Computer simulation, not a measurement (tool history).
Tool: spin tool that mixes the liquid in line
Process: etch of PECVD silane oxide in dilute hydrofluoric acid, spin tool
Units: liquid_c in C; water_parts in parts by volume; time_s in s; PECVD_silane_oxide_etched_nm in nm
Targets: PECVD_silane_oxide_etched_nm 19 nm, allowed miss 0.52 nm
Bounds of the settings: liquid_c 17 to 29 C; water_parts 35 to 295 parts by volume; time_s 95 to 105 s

run 1 hour=0 | liquid_c=21 water_parts=165 time_s=95 | PECVD_silane_oxide_etched_nm=10.358
run 2 hour=0.6 | liquid_c=21 water_parts=165 time_s=105 | PECVD_silane_oxide_etched_nm=11.612
run 3 hour=6.5 | liquid_c=22 water_parts=160 time_s=105 | PECVD_silane_oxide_etched_nm=12.346
run 4 hour=9.5 | liquid_c=22 water_parts=180 time_s=105 | PECVD_silane_oxide_etched_nm=10.754
run 5 hour=17.5 | liquid_c=22 water_parts=180 time_s=105 | PECVD_silane_oxide_etched_nm=10.818
run 6 hour=18.7 | liquid_c=22.5 water_parts=175 time_s=105 | PECVD_silane_oxide_etched_nm=11.354
run 7 hour=20.7 | liquid_c=23 water_parts=170 time_s=105 | PECVD_silane_oxide_etched_nm=12.135
run 8 hour=23.2 | liquid_c=23.5 water_parts=165 time_s=105 | PECVD_silane_oxide_etched_nm=12.801
run 9 hour=31.1 | liquid_c=24 water_parts=160 time_s=105 | PECVD_silane_oxide_etched_nm=13.226
run 10 hour=34.7 | liquid_c=24.5 water_parts=155 time_s=105 | PECVD_silane_oxide_etched_nm=14.207
run 11 hour=40 | liquid_c=25 water_parts=155 time_s=105 | PECVD_silane_oxide_etched_nm=14.611
run 12 hour=46.1 | liquid_c=25 water_parts=155 time_s=105 | PECVD_silane_oxide_etched_nm=14.263
run 13 hour=54.5 | liquid_c=25.5 water_parts=150 time_s=105 | PECVD_silane_oxide_etched_nm=15.248
run 14 hour=61 | liquid_c=26 water_parts=150 time_s=105 | PECVD_silane_oxide_etched_nm=15.505
run 15 hour=70 | liquid_c=26.5 water_parts=150 time_s=105 | PECVD_silane_oxide_etched_nm=15.976
run 16 hour=70.7 | liquid_c=28 water_parts=145 time_s=105 | PECVD_silane_oxide_etched_nm=17.53

Which of these 5 next moves meets every target?
run A hour=71.4 | liquid_c=28 water_parts=145 time_s=95 | PECVD_silane_oxide_etched_nm=?
run B hour=71.4 | liquid_c=28 water_parts=135 time_s=105 | PECVD_silane_oxide_etched_nm=?
run C hour=71.4 | liquid_c=27 water_parts=155 time_s=105 | PECVD_silane_oxide_etched_nm=?
run D hour=71.4 | liquid_c=28.5 water_parts=150 time_s=105 | PECVD_silane_oxide_etched_nm=?
run E hour=71.4 | liquid_c=24.5 water_parts=125 time_s=100 | PECVD_silane_oxide_etched_nm=?

move=A PECVD_silane_oxide_etched_nm=15.926
move=B PECVD_silane_oxide_etched_nm=19.148
move=C PECVD_silane_oxide_etched_nm=15.675
move=D PECVD_silane_oxide_etched_nm=17.221
move=E PECVD_silane_oxide_etched_nm=17.462
A: further off than the last run
B: meets every target
C: further off than the last run
D: further off than the last run
E: as far off as the last run
Answer: B

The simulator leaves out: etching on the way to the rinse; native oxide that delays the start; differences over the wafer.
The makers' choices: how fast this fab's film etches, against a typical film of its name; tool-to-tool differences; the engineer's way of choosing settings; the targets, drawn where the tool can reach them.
